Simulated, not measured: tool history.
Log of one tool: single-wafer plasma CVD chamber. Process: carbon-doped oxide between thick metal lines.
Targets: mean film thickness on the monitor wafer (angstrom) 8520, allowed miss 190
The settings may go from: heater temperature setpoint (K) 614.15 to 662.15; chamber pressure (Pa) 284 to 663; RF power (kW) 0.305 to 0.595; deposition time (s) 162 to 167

run,hour,heater temperature setpoint (K),chamber pressure (Pa),RF power (kW),deposition time (s),mean film thickness on the monitor wafer (angstrom)
1,0,638.15,473,0.45,162,7666.5
2,6.4,638.15,473,0.45,162,7686
3,10,632.15,473,0.45,162,7735.5
4,15.6,632.15,479,0.455,162,7793.5
5,23.3,632.15,483,0.46,162,7861.2
6,25.9,637.15,483,0.46,162,7763.3
7,29,637.15,485,0.47,162,7831.2
8,37.3,637.15,487,0.48,162,7954.9
9,43.6,637.15,489,0.485,162,7930.3
10,46.6,637.15,491,0.495,162,8036.3

4 next moves are on the table. One of them brings every result within its allowed miss. Which?
A,49.6,626.15,468,0.4,162,?
B,49.6,640.15,431,0.495,162,?
C,49.6,637.15,521,0.465,162,?
D,49.6,631.15,468,0.51,167,?

move,mean film thickness on the monitor wafer (angstrom)
A,7415.5
B,7830.1
C,7894.8
D,8444.1
A: further off than the last run
B: further off than the last run
C: further off than the last run
D: meets every target
Move D is the one to make.
